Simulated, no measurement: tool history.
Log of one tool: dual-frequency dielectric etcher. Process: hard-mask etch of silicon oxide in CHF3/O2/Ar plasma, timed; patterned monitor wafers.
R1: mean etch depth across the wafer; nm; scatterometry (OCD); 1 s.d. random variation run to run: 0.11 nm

Run 1, hour 0: source power (kW) 0.83, bias power (kW) 0.222, etch time (s) 11.5. Result: R1 27.99 nm.
Run 2, hour 0.9: source power (kW) 0.83, bias power (kW) 0.222, etch time (s) 11. Result: R1 26.804 nm.
Run 3, hour 8.6: source power (kW) 0.83, bias power (kW) 0.222, etch time (s) 11.5. Result: R1 27.879 nm.
Run 4, hour 16.4: source power (kW) 0.83, bias power (kW) 0.199, etch time (s) 11.5. Result: R1 27.317 nm.
Run 5, hour 20.8: source power (kW) 0.83, bias power (kW) 0.199, etch time (s) 11. Result: R1 26.197 nm.
Run 6, hour 27.6: source power (kW) 0.91, bias power (kW) 0.199, etch time (s) 11. Result: R1 27.134 nm.

Predict the results of run 7:
Run 7, hour 29.6: source power (kW) 0.89, bias power (kW) 0.198, etch time (s) 11. Result: R1 ?.

R1: 26.885 nm
